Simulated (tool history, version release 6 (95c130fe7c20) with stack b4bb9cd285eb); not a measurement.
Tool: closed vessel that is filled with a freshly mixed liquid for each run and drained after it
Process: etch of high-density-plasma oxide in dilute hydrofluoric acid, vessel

| run | hour | temperature setpoint of the liquid (C) | parts of water to one part of 49 % hydrofluoric acid (parts by volume) | time in the liquid (s) | thickness taken off the high-density-plasma oxide on a monitor wafer (angstrom) |
|---|---|---|---|---|---|
| 1 | 0 | 23 | 90 | 315 | 176.15 |
| 2 | 5.2 | 21 | 100 | 315 | 143.6 |
| 3 | 12.3 | 21 | 100 | 315 | 145.23 |
| 4 | 14.6 | 21 | 120 | 315 | 117.98 |
| 5 | 16.2 | 19.5 | 120 | 315 | 110.85 |
| 6 | 22.5 | 19.5 | 120 | 340 | 119.96 |

Forecast run 7:
| 7 | 26.8 | 18.5 | 125 | 340 | ? |

Run 7 gave thickness taken off the high-density-plasma oxide on a monitor wafer (angstrom) 110.58.

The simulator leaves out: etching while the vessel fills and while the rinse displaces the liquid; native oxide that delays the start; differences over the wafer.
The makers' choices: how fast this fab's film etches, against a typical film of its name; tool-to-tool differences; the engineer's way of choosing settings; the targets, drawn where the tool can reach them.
